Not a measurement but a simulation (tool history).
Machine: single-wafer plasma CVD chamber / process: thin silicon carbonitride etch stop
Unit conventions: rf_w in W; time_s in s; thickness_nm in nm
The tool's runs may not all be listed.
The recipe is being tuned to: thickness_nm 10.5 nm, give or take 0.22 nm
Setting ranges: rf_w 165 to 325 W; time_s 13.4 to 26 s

run	hour	rf_w	time_s	thickness_nm
1	0	245	19.7	12.618
2	8.3	255	19.7	12.7
3	13.3	255	22.1	14.245
4	16.3	245	21.3	13.67
5	23	245	22.4	14.489
# hour 25.1: thermocouple changed; heater temperature recalibrated
6	25.1	220	22.4	13.985
7	26.2	215	21.6	13.411
8	33.6	210	20.9	12.81
9	34.7	205	20.4	12.543

4 next moves are on the table. One of them brings every result within its allowed miss. Which?
A	35.8	225	22.5	?
B	35.8	205	17.2	?
C	35.8	195	18	?
D	35.8	190	23.5	?

move	thickness_nm
A	14.212
B	10.628
C	10.994
D	14.267
A: lands further from the targets than the last run did
B: every result lands within tolerance
C: an improvement on the last run, though not all results are within tolerance
D: lands further from the targets than the last run did
The move that meets every target is B.
